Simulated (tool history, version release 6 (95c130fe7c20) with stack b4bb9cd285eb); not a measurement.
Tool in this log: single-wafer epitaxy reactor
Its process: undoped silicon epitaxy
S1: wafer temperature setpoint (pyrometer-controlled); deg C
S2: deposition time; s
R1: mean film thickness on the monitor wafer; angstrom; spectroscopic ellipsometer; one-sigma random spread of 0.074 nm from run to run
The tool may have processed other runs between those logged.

run,hour,S1,S2,R1
1,0.0,630,520,594.07
2,2.9,628,519,566.53
3,4.2,626,518,544.67
4,13.1,624,517,519.99
5,18.4,624,554,558.52
6,23.5,628,554,606.08
7,28.8,626,549,576.68
8,37.3,624,545,548.51
9,41.1,622,541,524.70
10,48.0,620,536,499.42
11,51.5,618,532,474.66
12,57.3,617,529,463.89
13,64.5,616,526,451.12
14,68.9,615,523,438.63

Run 15 is up next; what results do you expect?
15,74.4,614,521,?

{"run 15": {"R1": 428.22}}
